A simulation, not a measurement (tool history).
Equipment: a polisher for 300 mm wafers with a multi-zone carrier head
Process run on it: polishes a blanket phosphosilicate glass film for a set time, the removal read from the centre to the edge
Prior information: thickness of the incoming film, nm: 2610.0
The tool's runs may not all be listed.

run,hour,flow of slurry (ml/min),pressure of the head's centre zone,pressure of the head's middle zone,pressure of the head's edge zone,abrasive content of the slurry,polishing time (s),film removed at the wafer's centre (nm),film removed at mid-radius (nm),film removed at the wafer's edge (nm)
1,0.0,125,1.00,1.00,1.00,1.00,73,501.37,500.23,491.99
2,8.5,120,0.99,0.99,0.95,0.85,72,444.41,452.79,428.76
3,10.4,120,0.91,0.99,0.95,0.85,72,410.33,452.65,430.55
4,17.6,115,0.93,0.96,0.91,0.80,72,396.18,427.18,413.20
5,19.6,85,0.93,0.96,0.91,0.80,72,356.92,382.22,390.17
6,27.9,85,0.96,0.97,0.88,0.75,72,356.86,372.92,358.02

Run 7 comes next. What will it give?
7,35.8,85,0.97,0.97,0.87,0.75,72,?,?,?

Run 7 yielded film removed at the wafer's centre (nm) 360.87, film removed at mid-radius (nm) 372.98, film removed at the wafer's edge (nm) 358.89.
